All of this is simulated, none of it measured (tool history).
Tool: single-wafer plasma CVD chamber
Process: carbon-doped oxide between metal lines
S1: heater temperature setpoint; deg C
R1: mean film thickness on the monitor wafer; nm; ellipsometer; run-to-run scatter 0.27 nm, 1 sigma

run 1 hour=0 | S1=340 chamber_pressure_(Pa)=531 RF_power_(W)=455 deposition_time_(s)=12.7 | R1=63.861
run 2 hour=6.8 | S1=336 chamber_pressure_(Pa)=549 RF_power_(W)=455 deposition_time_(s)=12.7 | R1=65.089
run 3 hour=8.7 | S1=336 chamber_pressure_(Pa)=549 RF_power_(W)=455 deposition_time_(s)=12.7 | R1=65.087
run 4 hour=17.5 | S1=333 chamber_pressure_(Pa)=561 RF_power_(W)=455 deposition_time_(s)=12.7 | R1=65.927
run 5 hour=25.3 | S1=331 chamber_pressure_(Pa)=571 RF_power_(W)=455 deposition_time_(s)=12.7 | R1=66.62
run 6 hour=29.1 | S1=331 chamber_pressure_(Pa)=571 RF_power_(W)=420 deposition_time_(s)=12.7 | R1=62.614

Run 7, settings as shown, results not yet in. Your forecast:
run 7 hour=31.8 | S1=328 chamber_pressure_(Pa)=603 RF_power_(W)=425 deposition_time_(s)=12.7 | R1=?

Run 7 measured R1 63.81 nm.
